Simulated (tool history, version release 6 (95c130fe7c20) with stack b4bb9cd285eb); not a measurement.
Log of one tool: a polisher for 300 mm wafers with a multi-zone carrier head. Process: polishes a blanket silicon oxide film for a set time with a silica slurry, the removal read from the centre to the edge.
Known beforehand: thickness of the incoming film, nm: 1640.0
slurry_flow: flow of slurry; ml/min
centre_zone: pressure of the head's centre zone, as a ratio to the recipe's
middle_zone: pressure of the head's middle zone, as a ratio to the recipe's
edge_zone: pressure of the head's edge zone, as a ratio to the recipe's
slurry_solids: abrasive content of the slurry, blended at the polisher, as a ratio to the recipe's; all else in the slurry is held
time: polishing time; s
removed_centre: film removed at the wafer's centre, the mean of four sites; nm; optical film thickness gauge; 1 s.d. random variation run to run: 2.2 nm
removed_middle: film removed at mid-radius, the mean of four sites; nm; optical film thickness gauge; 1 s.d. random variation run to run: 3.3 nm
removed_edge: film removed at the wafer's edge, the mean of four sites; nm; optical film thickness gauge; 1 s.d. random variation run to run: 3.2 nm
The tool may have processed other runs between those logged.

run	day	slurry_flow	centre_zone	middle_zone	edge_zone	slurry_solids	time	removed_centre	removed_middle	removed_edge
1	0.000	125	1.00	1.00	1.00	1.00	59	240.94	248.40	243.77
2	0.329	125	1.00	1.00	1.00	1.15	59	263.00	266.89	262.38
3	0.604	125	1.00	0.95	1.00	1.15	59	262.05	266.53	261.13
4	0.779	140	0.98	0.98	1.03	1.25	59	275.07	284.11	280.88
5	1.154	150	0.98	1.02	1.06	1.35	60	294.20	308.89	299.89
6	1.408	150	0.98	1.02	1.06	1.20	60	276.40	288.75	284.53
7	1.650	155	0.97	1.04	1.08	1.30	61	290.26	312.76	299.03
8	1.692	160	0.96	1.04	1.10	1.35	62	298.52	324.04	319.96
9	1.958	165	0.96	1.05	1.12	1.40	62	304.67	328.48	329.99
10	2.042	170	0.96	1.06	1.13	1.45	62	312.18	338.14	334.91
11	2.121	175	0.96	1.07	1.14	1.45	62	315.94	341.39	332.73

Run 12, settings as shown, results not yet in. Your forecast:
12	2.371	175	0.96	1.07	1.15	1.45	63	?	?	?

Run 12 produced removed_centre 317.32 nm, removed_middle 348.66 nm, removed_edge 344.80 nm.
